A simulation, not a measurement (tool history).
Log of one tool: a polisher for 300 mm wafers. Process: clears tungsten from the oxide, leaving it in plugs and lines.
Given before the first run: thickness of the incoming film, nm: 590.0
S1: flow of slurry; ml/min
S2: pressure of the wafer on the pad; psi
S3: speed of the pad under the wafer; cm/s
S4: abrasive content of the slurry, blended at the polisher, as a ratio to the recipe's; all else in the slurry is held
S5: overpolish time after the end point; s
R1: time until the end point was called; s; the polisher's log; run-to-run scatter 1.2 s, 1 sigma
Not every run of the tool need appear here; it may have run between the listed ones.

Run 1, hour 0.0: S1 295 ml/min, S2 2.5 psi, S3 138 cm/s, S4 1.0, S5 4 s. Result: R1 111.89 s.
Run 2, hour 4.0: S1 295 ml/min, S2 2.5 psi, S3 138 cm/s, S4 1.0, S5 4 s. Result: R1 117.17 s.
Run 3, hour 8.3: S1 295 ml/min, S2 2.5 psi, S3 108 cm/s, S4 1.0, S5 4 s. Result: R1 141.60 s.
Run 4, hour 10.1: S1 295 ml/min, S2 2.5 psi, S3 108 cm/s, S4 1.0, S5 4 s. Result: R1 149.29 s.
Run 5, hour 12.5: S1 295 ml/min, S2 2.5 psi, S3 108 cm/s, S4 0.9, S5 4 s. Result: R1 147.51 s.
Run 6, hour 17.5: S1 295 ml/min, S2 2.5 psi, S3 108 cm/s, S4 0.9, S5 4 s. Result: R1 149.70 s.

Estimate the outcome of run 7 from the log above:
Run 7, hour 18.3: S1 295 ml/min, S2 2.7 psi, S3 112 cm/s, S4 0.9, S5 4 s. Result: R1 ?.

{"run 7": {"R1": 134.36}}

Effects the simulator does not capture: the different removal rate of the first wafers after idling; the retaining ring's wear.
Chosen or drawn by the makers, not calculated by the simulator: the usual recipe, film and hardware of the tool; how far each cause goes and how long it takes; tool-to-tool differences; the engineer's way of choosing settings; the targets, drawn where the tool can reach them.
